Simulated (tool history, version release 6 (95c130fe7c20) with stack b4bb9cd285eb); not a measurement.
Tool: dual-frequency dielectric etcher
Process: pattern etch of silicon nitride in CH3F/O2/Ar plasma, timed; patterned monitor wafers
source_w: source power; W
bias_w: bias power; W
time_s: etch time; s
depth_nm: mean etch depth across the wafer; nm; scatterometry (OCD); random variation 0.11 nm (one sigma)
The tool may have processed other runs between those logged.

Run 1, hour 0: source_w 350 W, bias_w 56 W, time_s 33.5 s. Result: depth_nm 20.845 nm.
Run 2, hour 5.4: source_w 370 W, bias_w 56 W, time_s 33.5 s. Result: depth_nm 21.747 nm.
Run 3, hour 14.3: source_w 380 W, bias_w 56 W, time_s 33.5 s. Result: depth_nm 21.85 nm.
Run 4, hour 23.2: source_w 390 W, bias_w 56 W, time_s 33.5 s. Result: depth_nm 22.179 nm.
Run 5, hour 32: source_w 390 W, bias_w 60 W, time_s 33.5 s. Result: depth_nm 22.745 nm.
Run 6, hour 36.6: source_w 390 W, bias_w 60 W, time_s 33.5 s. Result: depth_nm 22.835 nm.
Run 7, hour 39.6: source_w 410 W, bias_w 60 W, time_s 33.5 s. Result: depth_nm 23.241 nm.

The next listed run, before its measurement:
Run 8, hour 46.2: source_w 420 W, bias_w 60 W, time_s 33.5 s. Result: depth_nm ?.

depth_nm: 23.536 nm

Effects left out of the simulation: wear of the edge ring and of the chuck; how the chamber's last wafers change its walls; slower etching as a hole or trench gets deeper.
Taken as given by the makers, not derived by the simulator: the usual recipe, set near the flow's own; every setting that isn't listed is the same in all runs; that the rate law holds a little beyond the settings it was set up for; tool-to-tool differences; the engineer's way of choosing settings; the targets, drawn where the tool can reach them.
